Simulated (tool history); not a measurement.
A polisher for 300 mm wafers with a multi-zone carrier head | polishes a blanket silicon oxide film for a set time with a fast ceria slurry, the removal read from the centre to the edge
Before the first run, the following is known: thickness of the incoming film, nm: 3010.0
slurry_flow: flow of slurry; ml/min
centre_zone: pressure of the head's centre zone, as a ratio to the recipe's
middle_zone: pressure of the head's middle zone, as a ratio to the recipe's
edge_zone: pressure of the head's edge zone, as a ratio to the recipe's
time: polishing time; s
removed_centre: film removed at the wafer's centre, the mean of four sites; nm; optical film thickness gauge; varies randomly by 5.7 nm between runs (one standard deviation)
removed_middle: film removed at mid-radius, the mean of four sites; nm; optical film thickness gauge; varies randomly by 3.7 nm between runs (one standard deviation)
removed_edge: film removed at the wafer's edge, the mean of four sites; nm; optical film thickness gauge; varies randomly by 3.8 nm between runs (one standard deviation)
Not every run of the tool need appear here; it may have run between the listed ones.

run,day,slurry_flow,centre_zone,middle_zone,edge_zone,time,removed_centre,removed_middle,removed_edge
1,0.000,150,1.00,1.00,1.00,54,896.88,904.18,905.84
2,0.033,150,1.00,1.00,1.00,62,1028.60,1038.70,1033.80
3,0.358,150,1.04,1.00,1.00,62,1064.20,1030.20,1027.60
4,0.625,150,1.04,1.04,1.00,62,1066.70,1080.60,1047.90
5,0.704,150,1.04,1.04,1.00,51,873.95,877.31,857.19
6,0.921,145,1.03,1.01,1.00,48,829.96,801.06,794.90
7,1.154,140,1.01,0.98,1.01,46,748.18,749.18,776.15
8,1.483,135,1.02,0.95,1.00,44,720.22,694.52,724.25
9,1.704,95,1.03,0.85,1.05,34,531.09,461.42,562.38
10,1.750,100,1.03,0.85,1.05,34,542.61,467.17,559.83

Estimate the outcome of run 11 from the log above:
11,1.888,105,1.03,0.85,1.05,34,?,?,?

removed_centre: 537.45 nm
removed_middle: 480.46 nm
removed_edge: 560.46 nm

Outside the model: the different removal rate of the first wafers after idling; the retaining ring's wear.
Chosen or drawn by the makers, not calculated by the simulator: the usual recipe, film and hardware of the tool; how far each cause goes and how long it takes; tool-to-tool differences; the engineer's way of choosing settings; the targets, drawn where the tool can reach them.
